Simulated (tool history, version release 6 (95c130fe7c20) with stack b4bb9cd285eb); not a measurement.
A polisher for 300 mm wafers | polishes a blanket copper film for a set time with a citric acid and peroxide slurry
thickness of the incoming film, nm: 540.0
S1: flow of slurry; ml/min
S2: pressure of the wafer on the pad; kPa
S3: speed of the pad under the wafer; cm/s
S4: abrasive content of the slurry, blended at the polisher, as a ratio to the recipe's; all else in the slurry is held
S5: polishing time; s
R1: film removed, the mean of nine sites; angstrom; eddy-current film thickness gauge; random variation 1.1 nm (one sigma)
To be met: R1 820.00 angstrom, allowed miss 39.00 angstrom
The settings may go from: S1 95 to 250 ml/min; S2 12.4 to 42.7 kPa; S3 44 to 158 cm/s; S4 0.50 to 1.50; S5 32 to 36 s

| run | hour | S1 | S2 | S3 | S4 | S5 | R1 |
|---|---|---|---|---|---|---|---|
| 1 | 0.0 | 160 | 27.6 | 100 | 1.00 | 36 | 1204.40 |
| 2 | 0.8 | 160 | 27.6 | 100 | 1.00 | 36 | 1215.20 |
| 3 | 8.4 | 160 | 25.5 | 100 | 1.00 | 36 | 1121.50 |
| 4 | 9.0 | 160 | 23.4 | 100 | 1.00 | 36 | 1020.50 |
| 5 | 10.0 | 160 | 23.4 | 100 | 1.00 | 32 | 916.44 |
| 6 | 12.6 | 160 | 23.4 | 74 | 1.00 | 32 | 701.64 |
| 7 | 13.3 | 160 | 24.1 | 74 | 1.00 | 32 | 729.64 |
| 8 | 16.6 | 160 | 24.8 | 74 | 1.00 | 32 | 733.13 |
| 9 | 17.2 | 160 | 25.5 | 74 | 1.00 | 32 | 773.26 |

Which of these 5 next moves meets every target?
| A | 17.8 | 130 | 27.6 | 84 | 1.10 | 33 | ? |
| B | 17.8 | 165 | 26.9 | 66 | 0.95 | 32 | ? |
| C | 17.8 | 165 | 26.2 | 80 | 1.05 | 33 | ? |
| D | 17.8 | 165 | 23.4 | 74 | 1.00 | 36 | ? |
| E | 17.8 | 175 | 27.6 | 62 | 1.05 | 32 | ? |

| move | R1 |
|---|---|
| A | 945.52 |
| B | 733.21 |
| C | 892.10 |
| D | 807.06 |
| E | 745.09 |
A: takes the result that was furthest off past its target
B: further off than the last run
C: takes the result that was furthest off past its target
D: meets every target
E: further off than the last run
Answer: D

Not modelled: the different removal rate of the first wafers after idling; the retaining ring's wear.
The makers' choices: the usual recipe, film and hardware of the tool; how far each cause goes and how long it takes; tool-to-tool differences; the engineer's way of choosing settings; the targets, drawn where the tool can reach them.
